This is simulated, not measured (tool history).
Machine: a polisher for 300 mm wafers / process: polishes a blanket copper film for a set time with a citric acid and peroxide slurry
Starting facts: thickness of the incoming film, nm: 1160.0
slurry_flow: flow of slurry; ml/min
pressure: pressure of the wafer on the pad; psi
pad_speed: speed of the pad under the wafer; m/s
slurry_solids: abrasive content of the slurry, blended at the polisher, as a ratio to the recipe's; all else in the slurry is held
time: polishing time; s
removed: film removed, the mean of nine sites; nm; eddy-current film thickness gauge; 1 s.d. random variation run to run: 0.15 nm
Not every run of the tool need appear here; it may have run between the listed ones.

Run 1, day 0: slurry_flow 260 ml/min, pressure 4 psi, pad_speed 0.96 m/s, slurry_solids 1, time 22 s. Result: removed 63.694 nm.
Run 2, day 0.367: slurry_flow 210 ml/min, pressure 4 psi, pad_speed 0.96 m/s, slurry_solids 1, time 22 s. Result: removed 62.425 nm.
Run 3, day 0.467: slurry_flow 210 ml/min, pressure 5 psi, pad_speed 0.96 m/s, slurry_solids 1, time 22 s. Result: removed 77.23 nm.
Run 4, day 0.829: slurry_flow 210 ml/min, pressure 5 psi, pad_speed 0.76 m/s, slurry_solids 1, time 22 s. Result: removed 64.102 nm.
Run 5, day 0.942: slurry_flow 210 ml/min, pressure 5 psi, pad_speed 0.76 m/s, slurry_solids 1, time 22 s. Result: removed 63.658 nm.
Run 6, day 1.154: slurry_flow 205 ml/min, pressure 4.6 psi, pad_speed 0.72 m/s, slurry_solids 0.95, time 22 s. Result: removed 54.557 nm.
Run 7, day 1.262: slurry_flow 155 ml/min, pressure 3.5 psi, pad_speed 0.44 m/s, slurry_solids 0.7, time 20 s. Result: removed 22.387 nm.

What does the tool deliver on the next run?
Run 8, day 1.412: slurry_flow 155 ml/min, pressure 3.4 psi, pad_speed 0.44 m/s, slurry_solids 0.7, time 20 s. Result: removed ?.

removed: 22.193 nm
